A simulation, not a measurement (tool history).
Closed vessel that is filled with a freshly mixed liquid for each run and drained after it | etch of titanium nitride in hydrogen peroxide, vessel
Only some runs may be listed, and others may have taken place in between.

run  hour  temperature setpoint of the liquid (K)  concentration of hydrogen peroxide in the mixed liquid (% by weight)  time in the liquid (s)  thickness taken off the titanium nitride on a monitor wafer (Å)
  1     0                                  319.15                                                                    21                    2105                                                           519.16
  2   1.1                                  315.15                                                                    21                    2105                                                           384.93
  3   8.6                                  315.15                                                                  23.5                    2105                                                           392.21
  4  11.6                                  315.15                                                                  23.5                    2105                                                           394.05
  5  13.3                                  318.65                                                                  23.5                    2105                                                           518.51
  6  14.1                                  322.15                                                                  23.5                    2105                                                           660.25

Expected results for the next run?
  7  19.5                                  324.15                                                                  23.5                    2105                                                                ?

thickness taken off the titanium nitride on a monitor wafer (Å): 774.25
